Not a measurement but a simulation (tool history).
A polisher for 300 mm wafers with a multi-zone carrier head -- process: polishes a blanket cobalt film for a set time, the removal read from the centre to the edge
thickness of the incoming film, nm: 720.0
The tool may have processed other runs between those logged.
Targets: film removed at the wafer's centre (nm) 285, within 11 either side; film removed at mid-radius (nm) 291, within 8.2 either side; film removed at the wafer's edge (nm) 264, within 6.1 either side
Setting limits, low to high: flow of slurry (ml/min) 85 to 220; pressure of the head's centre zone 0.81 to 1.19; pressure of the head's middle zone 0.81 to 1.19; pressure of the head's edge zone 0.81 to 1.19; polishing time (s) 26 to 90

run    day  flow of slurry (ml/min)  pressure of the head's centre zone  pressure of the head's middle zone  pressure of the head's edge zone  polishing time (s)  film removed at the wafer's centre (nm)  film removed at mid-radius (nm)  film removed at the wafer's edge (nm)
  1      0                      140                                   1                                   1                                 1                  58                                   184.11                           184.75                                 186.73
  2  0.375                      125                                   1                                   1                                 1                  58                                   184.12                              181                                 186.62
  3  0.729                      125                                   1                                0.92                                 1                  58                                   179.36                           169.84                                 186.24
  4   0.75                      140                                1.02                                0.98                              1.03                  61                                   197.56                           190.81                                 200.91
  5  0.992                      110                                1.02                                0.98                              1.03                  61                                   190.91                           180.96                                 194.84
  6  1.317                      110                                1.02                                0.94                              1.03                  61                                   184.68                           176.99                                 197.53
  7  1.542                      130                                1.03                                0.99                              1.05                  64                                   206.41                           200.05                                 211.18
  8  1.821                      145                                1.05                                1.03                              1.07                  66                                   224.56                           218.23                                  221.7
  9  1.892                      155                                1.06                                1.06                              1.09                  68                                   235.88                           230.93                                 233.27
 10  1.962                      165                                1.07                                1.09                               1.1                  69                                   241.98                           241.89                                 240.18
 11  2.229                      175                                1.08                                1.11                               1.1                  70                                   252.19                           250.52                                 244.58
 12  2.583                      180                                1.09                                1.13                               1.1                  71                                   258.05                           261.74                                 250.03
 13  2.812                      215                                1.15                                1.19                              1.12                  72                                   283.39                           283.44                                 259.51

Next run, 4 choices. One meets every target within its allowed miss, the rest don't. Which?
  A  3.042                      220                                 1.1                                1.11                              1.19                  72                                        ?                                ?                                      ?
  B  3.042                      210                                1.19                                1.09                              1.04                  73                                        ?                                ?                                      ?
  C  3.042                      205                                1.14                                1.19                              1.12                  74                                        ?                                ?                                      ?
  D  3.042                      220                                1.15                                1.18                              1.12                  70                                        ?                                ?                                      ?

move  film removed at the wafer's centre (nm)  film removed at mid-radius (nm)  film removed at the wafer's edge (nm)
   A                                   272.62                           262.68                                 267.84
   B                                   297.27                           260.68                                 252.59
   C                                   287.85                           284.18                                 264.81
   D                                   277.32                           269.15                                 252.12
A: moves away from the targets compared with the last run
B: moves away from the targets compared with the last run
C: in spec on every target
D: moves away from the targets compared with the last run
C meets every target.
